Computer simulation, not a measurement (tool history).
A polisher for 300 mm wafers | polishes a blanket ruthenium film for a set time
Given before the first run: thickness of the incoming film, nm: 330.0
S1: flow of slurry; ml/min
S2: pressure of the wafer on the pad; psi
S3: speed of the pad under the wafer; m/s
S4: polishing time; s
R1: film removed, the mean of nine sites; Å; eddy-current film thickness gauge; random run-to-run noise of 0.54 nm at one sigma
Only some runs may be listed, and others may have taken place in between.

Run 1, hour 0.0: S1 130 ml/min, S2 2.1 psi, S3 1.04 m/s, S4 38 s. Result: R1 559.07 Å.
Run 2, hour 6.4: S1 130 ml/min, S2 2.3 psi, S3 1.04 m/s, S4 38 s. Result: R1 611.44 Å.
Run 3, hour 14.8: S1 105 ml/min, S2 2.3 psi, S3 1.04 m/s, S4 38 s. Result: R1 588.87 Å.
Run 4, hour 17.1: S1 105 ml/min, S2 2.2 psi, S3 1.04 m/s, S4 38 s. Result: R1 567.55 Å.
Run 5, hour 21.0: S1 105 ml/min, S2 2.1 psi, S3 1.04 m/s, S4 38 s. Result: R1 533.40 Å.
Run 6, hour 26.2: S1 120 ml/min, S2 2.1 psi, S3 1.04 m/s, S4 38 s. Result: R1 568.90 Å.

Run 7, settings as shown, results not yet in. Your forecast:
Run 7, hour 30.1: S1 115 ml/min, S2 2.0 psi, S3 1.04 m/s, S4 38 s. Result: R1 ?.

{"run 7": {"R1": 514.68}}
